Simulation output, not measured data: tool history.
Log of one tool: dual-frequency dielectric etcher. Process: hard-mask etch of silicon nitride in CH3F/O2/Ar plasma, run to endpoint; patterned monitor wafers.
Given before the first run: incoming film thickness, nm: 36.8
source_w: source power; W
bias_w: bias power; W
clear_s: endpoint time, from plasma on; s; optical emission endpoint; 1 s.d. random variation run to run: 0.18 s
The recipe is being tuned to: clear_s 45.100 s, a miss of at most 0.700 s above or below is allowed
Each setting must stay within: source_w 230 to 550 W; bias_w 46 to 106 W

Run 1, hour 0.0: source_w 390 W, bias_w 76 W. Result: clear_s 49.835 s.
Run 2, hour 7.6: source_w 390 W, bias_w 68 W. Result: clear_s 51.878 s.
Run 3, hour 15.8: source_w 460 W, bias_w 68 W. Result: clear_s 49.875 s.
Run 4, hour 21.0: source_w 460 W, bias_w 74 W. Result: clear_s 48.274 s.
Run 5, hour 22.1: source_w 460 W, bias_w 63 W. Result: clear_s 50.835 s.
Run 6, hour 30.9: source_w 460 W, bias_w 54 W. Result: clear_s 53.380 s.
Run 7, hour 39.3: source_w 470 W, bias_w 57 W. Result: clear_s 52.522 s.
Run 8, hour 48.1: source_w 480 W, bias_w 60 W. Result: clear_s 51.410 s.
Run 9, hour 53.0: source_w 490 W, bias_w 62 W. Result: clear_s 50.502 s.
Run 10, hour 58.8: source_w 500 W, bias_w 64 W. Result: clear_s 50.118 s.
Run 11, hour 66.4: source_w 510 W, bias_w 66 W. Result: clear_s 49.182 s.

Which single option among these 4 for the next run brings every result within its allowed miss of target? Just one does.
Run A, hour 74.0: source_w 470 W, bias_w 52 W. Result: clear_s ?.
Run B, hour 74.0: source_w 550 W, bias_w 93 W. Result: clear_s ?.
Run C, hour 74.0: source_w 420 W, bias_w 52 W. Result: clear_s ?.
Run D, hour 74.0: source_w 440 W, bias_w 94 W. Result: clear_s ?.

move  clear_s
   A   53.839
   B   43.183
   C   55.239
   D   45.283
A: lands further from the targets than the last run did
B: carries the result that was furthest off beyond its target, to the other side
C: lands further from the targets than the last run did
D: every result lands within tolerance
D meets every target.

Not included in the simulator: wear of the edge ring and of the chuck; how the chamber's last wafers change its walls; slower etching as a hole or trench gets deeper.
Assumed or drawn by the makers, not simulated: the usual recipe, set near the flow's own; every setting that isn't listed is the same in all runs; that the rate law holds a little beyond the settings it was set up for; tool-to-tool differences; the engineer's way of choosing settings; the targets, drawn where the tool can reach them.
